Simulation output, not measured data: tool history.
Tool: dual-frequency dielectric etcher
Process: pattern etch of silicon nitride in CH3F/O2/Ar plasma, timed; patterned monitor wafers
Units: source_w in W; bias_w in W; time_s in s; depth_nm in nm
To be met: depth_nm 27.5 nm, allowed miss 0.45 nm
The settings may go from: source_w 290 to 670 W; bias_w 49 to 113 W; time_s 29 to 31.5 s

Run 1, day 0: source_w 480 W, bias_w 81 W, time_s 31.5 s. Result: depth_nm 24.181 nm.
Run 2, day 0.075: source_w 480 W, bias_w 87 W, time_s 31.5 s. Result: depth_nm 24.791 nm.
Run 3, day 0.438: source_w 510 W, bias_w 88 W, time_s 31.5 s. Result: depth_nm 25.391 nm.
Run 4, day 0.558: source_w 530 W, bias_w 89 W, time_s 31.5 s. Result: depth_nm 26.086 nm.
Run 5, day 0.817: source_w 540 W, bias_w 89 W, time_s 31.5 s. Result: depth_nm 26.219 nm.
Run 6, day 0.967: source_w 540 W, bias_w 89 W, time_s 29 s. Result: depth_nm 24.272 nm.
Run 7, day 1.071: source_w 640 W, bias_w 98 W, time_s 29 s. Result: depth_nm 26.662 nm.
Run 8, day 1.158: source_w 650 W, bias_w 99 W, time_s 29 s. Result: depth_nm 26.762 nm.
Run 9, day 1.304: source_w 650 W, bias_w 100 W, time_s 29 s. Result: depth_nm 26.822 nm.
Run 10, day 1.5: source_w 650 W, bias_w 101 W, time_s 29 s. Result: depth_nm 26.996 nm.

4 next moves are on the table. One of them brings every result within its allowed miss. Which?
Run A, day 1.696: source_w 630 W, bias_w 106 W, time_s 29.5 s. Result: depth_nm ?.
Run B, day 1.696: source_w 640 W, bias_w 95 W, time_s 29 s. Result: depth_nm ?.
Run C, day 1.696: source_w 620 W, bias_w 95 W, time_s 31.5 s. Result: depth_nm ?.
Run D, day 1.696: source_w 670 W, bias_w 93 W, time_s 31 s. Result: depth_nm ?.

move  depth_nm
   A    27.751
   B    26.325
   C    28.267
   D    28.387
A: meets every target
B: further off than the last run
C: takes the result that was furthest off past its target
D: takes the result that was furthest off past its target
The right move is A.
